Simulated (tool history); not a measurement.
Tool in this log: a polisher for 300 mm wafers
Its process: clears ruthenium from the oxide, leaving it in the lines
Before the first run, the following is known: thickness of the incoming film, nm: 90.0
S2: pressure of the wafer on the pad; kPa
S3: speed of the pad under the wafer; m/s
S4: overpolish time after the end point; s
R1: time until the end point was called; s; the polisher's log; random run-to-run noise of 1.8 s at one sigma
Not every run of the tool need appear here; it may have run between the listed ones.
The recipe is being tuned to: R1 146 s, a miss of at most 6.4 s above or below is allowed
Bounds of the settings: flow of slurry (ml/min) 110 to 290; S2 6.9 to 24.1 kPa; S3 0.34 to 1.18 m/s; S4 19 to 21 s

Run 1, day 0: flow of slurry (ml/min) 185, S2 15.2 kPa, S3 0.76 m/s, S4 19 s. Result: R1 110.31 s.
Run 2, day 0.25: flow of slurry (ml/min) 185, S2 15.2 kPa, S3 0.76 m/s, S4 21 s. Result: R1 111.58 s.
Run 3, day 0.45: flow of slurry (ml/min) 185, S2 18.6 kPa, S3 0.76 m/s, S4 21 s. Result: R1 93.159 s.
Run 4, day 0.567: flow of slurry (ml/min) 185, S2 17.2 kPa, S3 0.76 m/s, S4 21 s. Result: R1 96.867 s.
Run 5, day 0.708: flow of slurry (ml/min) 185, S2 17.2 kPa, S3 0.88 m/s, S4 21 s. Result: R1 85.814 s.
Run 6, day 0.788: flow of slurry (ml/min) 185, S2 15.9 kPa, S3 0.88 m/s, S4 21 s. Result: R1 92.698 s.
Run 7, day 1.054: flow of slurry (ml/min) 185, S2 14.5 kPa, S3 0.88 m/s, S4 21 s. Result: R1 103.39 s.
Run 8, day 1.092: flow of slurry (ml/min) 185, S2 13.8 kPa, S3 0.88 m/s, S4 21 s. Result: R1 104.99 s.
At day 1.417: worn pad replaced by a new one.
Run 9, day 1.417: flow of slurry (ml/min) 185, S2 13.1 kPa, S3 0.88 m/s, S4 21 s. Result: R1 104.8 s.

Which single option among these 5 for the next run brings every result within its allowed miss of target? Just one does.
Run A, day 1.742: flow of slurry (ml/min) 255, S2 11.7 kPa, S3 0.56 m/s, S4 21 s. Result: R1 ?.
Run B, day 1.742: flow of slurry (ml/min) 205, S2 13.1 kPa, S3 0.72 m/s, S4 19 s. Result: R1 ?.
Run C, day 1.742: flow of slurry (ml/min) 175, S2 13.8 kPa, S3 1.04 m/s, S4 21 s. Result: R1 ?.
Run D, day 1.742: flow of slurry (ml/min) 155, S2 7.6 kPa, S3 0.86 m/s, S4 21 s. Result: R1 ?.
Run E, day 1.742: flow of slurry (ml/min) 130, S2 10.3 kPa, S3 0.78 m/s, S4 21 s. Result: R1 ?.

move      R1
   A  161.54
   B  122.72
   C      87
   D  164.43
   E  148.48
A: takes the result that was furthest off past its target
B: closes in on the targets versus the last run, not all within tolerance yet
C: further off than the last run
D: takes the result that was furthest off past its target
E: every result lands within tolerance
E is the move that brings every result within its allowed miss.

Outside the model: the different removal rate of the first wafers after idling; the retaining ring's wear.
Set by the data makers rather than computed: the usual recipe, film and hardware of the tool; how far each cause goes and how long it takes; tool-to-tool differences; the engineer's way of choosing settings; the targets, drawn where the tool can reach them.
